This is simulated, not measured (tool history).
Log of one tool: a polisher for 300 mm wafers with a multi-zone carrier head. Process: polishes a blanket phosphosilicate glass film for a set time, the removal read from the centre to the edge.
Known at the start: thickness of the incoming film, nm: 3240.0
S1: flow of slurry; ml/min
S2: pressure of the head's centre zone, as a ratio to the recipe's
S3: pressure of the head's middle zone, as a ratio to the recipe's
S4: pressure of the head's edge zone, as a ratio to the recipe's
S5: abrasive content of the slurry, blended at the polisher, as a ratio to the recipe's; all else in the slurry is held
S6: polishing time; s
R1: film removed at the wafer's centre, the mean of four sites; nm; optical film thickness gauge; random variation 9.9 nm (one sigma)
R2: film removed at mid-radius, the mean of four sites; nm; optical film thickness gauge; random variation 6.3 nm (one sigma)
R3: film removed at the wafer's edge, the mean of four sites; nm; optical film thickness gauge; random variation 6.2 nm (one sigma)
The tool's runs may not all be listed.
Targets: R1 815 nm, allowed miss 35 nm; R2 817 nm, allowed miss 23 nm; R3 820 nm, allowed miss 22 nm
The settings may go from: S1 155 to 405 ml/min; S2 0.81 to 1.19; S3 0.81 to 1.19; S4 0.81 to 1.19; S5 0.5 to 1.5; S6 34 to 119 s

run  hour   S1    S2    S3    S4    S5  S6      R1      R2      R3
  1     0  260     1     1     1     1  76  680.13  699.83  671.44
  2   2.2  270  1.02  1.01  1.05  1.05  76  719.98  723.07  702.56
  3     7  270  1.02  1.01  1.05  0.85  76  649.75  663.26  646.24
  4     8  230  1.02  1.01  1.05  0.85  76  623.59  647.03  640.64
  5  12.9  230  1.03  1.02  1.08     1  77  686.45  714.58  694.88
  6  19.3  230  1.03  1.02  1.08     1  67   618.8  609.34   610.1
  7  25.4  235  1.02  1.02  1.11  1.15  68  631.13     656  661.29
  8  33.2  235  1.02  1.02  1.11  1.15  68  638.38   652.8  655.33
  9    38  240  1.03  1.02  1.13  1.25  70  702.66  703.49  703.37
 10  45.9  255  1.02  1.02  1.15  1.35  71  730.44  733.85  754.37
 11  49.1  275  1.03  1.04  1.16   1.4  71  757.78  760.34  766.61

4 next moves are on the table. One of them brings every result within its allowed miss. Which?
  A  52.3  230  1.18  1.11  1.04   1.5  70   ?   ?   ?
  B  52.3  320  1.17  1.19  1.01  1.45  69   ?   ?   ?
  C  52.3  220   0.9  1.06  1.19  1.45  77   ?   ?   ?
  D  52.3  255  1.06  1.03  1.16   1.5  75   ?   ?   ?

move      R1      R2      R3
   A  818.05  788.31  722.47
   B  825.85  840.76  713.88
   C  688.58  824.35   837.7
   D  805.67  811.32  827.24
A: further off than the last run
B: takes the result that was furthest off past its target
C: brings the result that was furthest off to its target, and leaves another outside
D: meets every target
Move D is the one to make.
